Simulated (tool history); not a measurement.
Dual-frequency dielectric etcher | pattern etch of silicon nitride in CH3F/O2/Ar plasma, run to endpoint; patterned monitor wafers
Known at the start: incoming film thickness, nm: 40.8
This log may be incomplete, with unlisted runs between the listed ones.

| run | day | source power (kW) | bias power (kW) | endpoint time (s) |
|---|---|---|---|---|
| 1 | 0 | 0.37 | 0.082 | 50.846 |
| 2 | 0.288 | 0.31 | 0.082 | 56.629 |
| 3 | 0.396 | 0.34 | 0.083 | 53.111 |
| 4 | 0.425 | 0.36 | 0.084 | 51.199 |
| 5 | 0.579 | 0.36 | 0.077 | 53.42 |
| 6 | 0.8 | 0.36 | 0.063 | 58.893 |
| 7 | 1.071 | 0.39 | 0.065 | 56.488 |
| 8 | 1.267 | 0.41 | 0.069 | 52.535 |
| 9 | 1.367 | 0.43 | 0.07 | 52.203 |
| 10 | 1.475 | 0.44 | 0.073 | 49.915 |

Run 11, settings as shown, results not yet in. Your forecast:
| 11 | 1.504 | 0.45 | 0.074 | ? |

Run 11 produced endpoint time (s) 48.822.
